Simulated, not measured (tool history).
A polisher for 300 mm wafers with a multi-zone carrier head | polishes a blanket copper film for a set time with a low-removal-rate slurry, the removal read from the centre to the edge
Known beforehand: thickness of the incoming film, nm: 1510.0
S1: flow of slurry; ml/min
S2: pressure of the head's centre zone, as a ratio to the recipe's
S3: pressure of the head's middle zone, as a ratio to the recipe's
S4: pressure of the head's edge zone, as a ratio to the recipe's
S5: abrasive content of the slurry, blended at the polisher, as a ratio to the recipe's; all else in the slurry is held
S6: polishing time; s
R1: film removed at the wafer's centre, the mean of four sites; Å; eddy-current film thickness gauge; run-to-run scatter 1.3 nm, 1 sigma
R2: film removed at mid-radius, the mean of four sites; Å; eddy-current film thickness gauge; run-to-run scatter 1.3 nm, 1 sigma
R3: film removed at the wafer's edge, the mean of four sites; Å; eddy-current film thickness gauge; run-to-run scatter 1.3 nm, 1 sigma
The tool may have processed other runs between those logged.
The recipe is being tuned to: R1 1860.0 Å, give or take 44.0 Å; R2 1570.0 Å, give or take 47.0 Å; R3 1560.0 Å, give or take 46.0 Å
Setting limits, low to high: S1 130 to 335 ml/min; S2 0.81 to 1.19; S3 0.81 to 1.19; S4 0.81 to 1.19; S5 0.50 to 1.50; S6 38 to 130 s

| run | hour | S1 | S2 | S3 | S4 | S5 | S6 | R1 | R2 | R3 |
|---|---|---|---|---|---|---|---|---|---|---|
| 1 | 0.0 | 215 | 1.00 | 1.00 | 1.00 | 1.00 | 84 | 1969.9 | 1959.4 | 1939.8 |
| 2 | 4.8 | 215 | 1.00 | 1.00 | 1.00 | 0.80 | 84 | 1884.5 | 1914.0 | 1874.0 |
| 3 | 13.2 | 215 | 1.00 | 0.92 | 1.00 | 0.80 | 84 | 1885.0 | 1785.6 | 1872.9 |
| 4 | 18.0 | 210 | 1.01 | 0.91 | 0.98 | 0.75 | 84 | 1868.9 | 1701.5 | 1840.4 |
| 5 | 19.8 | 210 | 1.01 | 0.91 | 0.98 | 0.65 | 84 | 1818.2 | 1662.4 | 1766.4 |
| 6 | 28.2 | 210 | 0.97 | 0.91 | 0.98 | 0.65 | 84 | 1765.8 | 1679.9 | 1789.7 |
|  | 31.7 | worn pad replaced by a new one |
| 7 | 31.7 | 210 | 0.98 | 0.91 | 0.96 | 0.65 | 84 | 1885.1 | 1830.2 | 1886.5 |
| 8 | 35.2 | 205 | 1.00 | 0.92 | 0.96 | 0.65 | 84 | 1921.3 | 1817.6 | 1892.2 |
| 9 | 39.6 | 205 | 1.00 | 0.92 | 0.96 | 0.65 | 84 | 1918.9 | 1811.8 | 1936.2 |
| 10 | 47.9 | 220 | 1.01 | 0.91 | 0.97 | 0.70 | 84 | 2002.9 | 1849.2 | 1957.1 |

Consider the 4 candidate settings below. Which is the only one whose results all fall within their allowed miss of target?
| A | 56.2 | 215 | 1.18 | 0.96 | 0.99 | 1.00 | 61 | ? | ? | ? |
| B | 56.2 | 295 | 0.82 | 0.99 | 1.02 | 1.00 | 87 | ? | ? | ? |
| C | 56.2 | 240 | 1.15 | 0.94 | 0.90 | 0.90 | 66 | ? | ? | ? |
| D | 56.2 | 140 | 0.91 | 0.83 | 1.06 | 0.80 | 92 | ? | ? | ? |

| move | R1 | R2 | R3 |
|---|---|---|---|
| A | 1743.1 | 1498.9 | 1516.8 |
| B | 1895.3 | 2286.2 | 2260.9 |
| C | 1839.7 | 1588.3 | 1558.3 |
| D | 1832.2 | 1773.4 | 2142.4 |
A: puts the biggest miss on target and leaves a different result outside tolerance
B: lands further from the targets than the last run did
C: every result within its allowed miss
D: lands further from the targets than the last run did
Answer: C
